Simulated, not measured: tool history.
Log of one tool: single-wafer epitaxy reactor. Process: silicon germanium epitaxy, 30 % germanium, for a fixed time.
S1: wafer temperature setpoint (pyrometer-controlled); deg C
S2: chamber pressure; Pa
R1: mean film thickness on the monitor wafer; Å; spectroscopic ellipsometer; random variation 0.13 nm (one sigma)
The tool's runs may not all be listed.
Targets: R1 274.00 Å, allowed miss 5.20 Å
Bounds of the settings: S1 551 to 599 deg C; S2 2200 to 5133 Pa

run 1 hour=0.0 | S1=575 S2=3666 | R1=386.48
run 2 hour=1.9 | S1=570 S2=3653 | R1=352.08
run 3 hour=2.4 | S1=566 S2=3640 | R1=329.83
run 4 hour=8.8 | S1=566 S2=3986 | R1=344.40
run 5 hour=13.2 | S1=574 S2=3986 | R1=394.65
run 6 hour=22.1 | S1=568 S2=3973 | R1=357.65
run 7 hour=22.9 | S1=564 S2=3960 | R1=333.25
run 8 hour=24.8 | S1=561 S2=3946 | R1=314.43

Which of these 5 next moves meets every target?
run A hour=26.7 | S1=559 S2=3293 | R1=?
run B hour=26.7 | S1=562 S2=4813 | R1=?
run C hour=26.7 | S1=552 S2=4360 | R1=?
run D hour=26.7 | S1=558 S2=3920 | R1=?
run E hour=26.7 | S1=552 S2=4440 | R1=?

move=A R1=272.52
move=B R1=355.26
move=C R1=281.93
move=D R1=296.22
move=E R1=284.69
A: meets every target
B: further off than the last run
C: nearer than the last run, and not there yet
D: nearer than the last run, and not there yet
E: nearer than the last run, and not there yet
The right move is A.

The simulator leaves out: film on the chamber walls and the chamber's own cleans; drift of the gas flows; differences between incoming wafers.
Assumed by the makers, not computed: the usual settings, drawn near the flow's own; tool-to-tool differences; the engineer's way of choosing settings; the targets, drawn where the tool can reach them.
